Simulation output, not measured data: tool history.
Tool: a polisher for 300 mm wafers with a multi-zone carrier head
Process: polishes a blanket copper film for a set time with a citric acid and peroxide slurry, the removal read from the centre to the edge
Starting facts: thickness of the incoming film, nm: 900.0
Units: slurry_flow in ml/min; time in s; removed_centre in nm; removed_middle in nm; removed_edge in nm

run 1 hour=0.0 | slurry_flow=300 centre_zone=1.00 middle_zone=1.00 edge_zone=1.00 slurry_solids=1.00 time=71 | removed_centre=121.70 removed_middle=120.55 removed_edge=119.16
run 2 hour=5.7 | slurry_flow=300 centre_zone=0.96 middle_zone=1.00 edge_zone=1.00 slurry_solids=1.00 time=71 | removed_centre=118.74 removed_middle=122.76 removed_edge=120.49
run 3 hour=12.2 | slurry_flow=300 centre_zone=0.96 middle_zone=1.06 edge_zone=1.00 slurry_solids=1.00 time=71 | removed_centre=115.88 removed_middle=126.23 removed_edge=116.48
run 4 hour=18.4 | slurry_flow=305 centre_zone=0.98 middle_zone=1.05 edge_zone=1.02 slurry_solids=1.15 time=72 | removed_centre=126.36 removed_middle=132.01 removed_edge=126.63
run 5 hour=25.8 | slurry_flow=315 centre_zone=1.00 middle_zone=1.06 edge_zone=1.04 slurry_solids=1.20 time=72 | removed_centre=125.99 removed_middle=133.91 removed_edge=124.58
run 6 hour=34.4 | slurry_flow=315 centre_zone=1.00 middle_zone=1.11 edge_zone=1.04 slurry_solids=1.20 time=72 | removed_centre=132.39 removed_middle=140.42 removed_edge=130.34
run 7 hour=42.4 | slurry_flow=310 centre_zone=1.03 middle_zone=1.11 edge_zone=1.07 slurry_solids=1.25 time=72 | removed_centre=135.03 removed_middle=140.85 removed_edge=131.32
run 8 hour=47.9 | slurry_flow=305 centre_zone=1.05 middle_zone=1.10 edge_zone=1.10 slurry_solids=1.30 time=72 | removed_centre=132.87 removed_middle=139.72 removed_edge=130.47

For run 9, what comes out?
run 9 hour=49.5 | slurry_flow=350 centre_zone=1.08 middle_zone=1.01 edge_zone=1.10 slurry_solids=1.45 time=78 | removed_centre=? removed_middle=? removed_edge=?

removed_centre: 156.68 nm
removed_middle: 146.99 nm
removed_edge: 149.17 nm
